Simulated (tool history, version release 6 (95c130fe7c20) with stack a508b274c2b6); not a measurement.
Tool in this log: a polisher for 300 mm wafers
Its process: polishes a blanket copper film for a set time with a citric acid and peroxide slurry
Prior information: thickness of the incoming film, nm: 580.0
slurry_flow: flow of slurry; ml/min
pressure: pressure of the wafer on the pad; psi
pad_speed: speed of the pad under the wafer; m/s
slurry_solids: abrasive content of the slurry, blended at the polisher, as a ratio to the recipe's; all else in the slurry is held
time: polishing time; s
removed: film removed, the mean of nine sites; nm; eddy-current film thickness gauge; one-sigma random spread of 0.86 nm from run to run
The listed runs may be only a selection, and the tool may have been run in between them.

run 1 hour=0.0 | slurry_flow=280 pressure=2.2 pad_speed=1.16 slurry_solids=1.0 time=53 | removed=114.21
run 2 hour=2.5 | slurry_flow=315 pressure=2.2 pad_speed=1.16 slurry_solids=1.0 time=53 | removed=117.25
run 3 hour=7.9 | slurry_flow=305 pressure=2.1 pad_speed=1.16 slurry_solids=1.0 time=53 | removed=111.83
run 4 hour=13.7 | slurry_flow=305 pressure=2.1 pad_speed=1.04 slurry_solids=1.0 time=53 | removed=101.24
run 5 hour=20.8 | slurry_flow=305 pressure=2.1 pad_speed=1.20 slurry_solids=1.0 time=53 | removed=116.41
run 6 hour=26.4 | slurry_flow=295 pressure=2.0 pad_speed=1.20 slurry_solids=1.0 time=53 | removed=110.62
run 7 hour=29.3 | slurry_flow=285 pressure=1.9 pad_speed=1.20 slurry_solids=1.0 time=53 | removed=108.11
run 8 hour=37.4 | slurry_flow=285 pressure=1.8 pad_speed=1.20 slurry_solids=1.0 time=53 | removed=104.27

Estimate the outcome of run 9 from the log above:
run 9 hour=43.4 | slurry_flow=285 pressure=1.7 pad_speed=1.20 slurry_solids=1.0 time=53 | removed=?

Run 9 produced removed 101.12 nm.
